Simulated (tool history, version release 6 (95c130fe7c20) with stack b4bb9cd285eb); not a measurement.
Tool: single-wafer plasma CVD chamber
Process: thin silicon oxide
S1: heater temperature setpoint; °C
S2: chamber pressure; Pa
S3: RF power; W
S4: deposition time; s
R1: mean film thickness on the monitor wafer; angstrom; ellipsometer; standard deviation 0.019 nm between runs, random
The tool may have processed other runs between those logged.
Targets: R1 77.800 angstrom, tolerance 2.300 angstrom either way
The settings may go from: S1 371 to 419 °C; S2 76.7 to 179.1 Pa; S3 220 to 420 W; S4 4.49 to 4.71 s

run 1 day=0.000 | S1=395 S2=127.9 S3=320 S4=4.71 | R1=98.681
run 2 day=0.333 | S1=395 S2=116.9 S3=315 S4=4.70 | R1=91.355
run 3 day=0.592 | S1=395 S2=109.7 S3=310 S4=4.69 | R1=86.085
run 4 day=0.738 | S1=395 S2=105.3 S3=310 S4=4.69 | R1=83.836
run 5 day=0.938 | S1=395 S2=105.3 S3=310 S4=4.71 | R1=83.846
run 6 day=1.071 | S1=395 S2=127.5 S3=310 S4=4.71 | R1=96.642
run 7 day=1.304 | S1=395 S2=117.9 S3=305 S4=4.70 | R1=90.430
run 8 day=1.646 | S1=395 S2=117.9 S3=305 S4=4.70 | R1=90.733
run 9 day=1.996 | S1=395 S2=111.2 S3=300 S4=4.69 | R1=85.965
run 10 day=2.079 | S1=395 S2=106.8 S3=300 S4=4.69 | R1=83.413
run 11 day=2.258 | S1=395 S2=103.7 S3=300 S4=4.69 | R1=81.351
run 12 day=2.354 | S1=395 S2=101.9 S3=300 S4=4.69 | R1=79.766

Below are 5 possible settings for the next run. Only one of them brings all results inside the allowed miss of their targets. Which is it?
run A day=2.450 | S1=398 S2=107.5 S3=280 S4=4.58 | R1=?
run B day=2.450 | S1=398 S2=111.5 S3=285 S4=4.71 | R1=?
run C day=2.450 | S1=407 S2=108.1 S3=290 S4=4.71 | R1=?
run D day=2.450 | S1=389 S2=106.8 S3=335 S4=4.49 | R1=?
run E day=2.450 | S1=395 S2=100.3 S3=340 S4=4.71 | R1=?

move=A R1=78.477
move=B R1=83.648
move=C R1=82.012
move=D R1=84.206
move=E R1=84.131
A: every result within its allowed miss
B: misses by more than the last run did
C: misses by more than the last run did
D: misses by more than the last run did
E: misses by more than the last run did
A is the move that brings every result within its allowed miss.

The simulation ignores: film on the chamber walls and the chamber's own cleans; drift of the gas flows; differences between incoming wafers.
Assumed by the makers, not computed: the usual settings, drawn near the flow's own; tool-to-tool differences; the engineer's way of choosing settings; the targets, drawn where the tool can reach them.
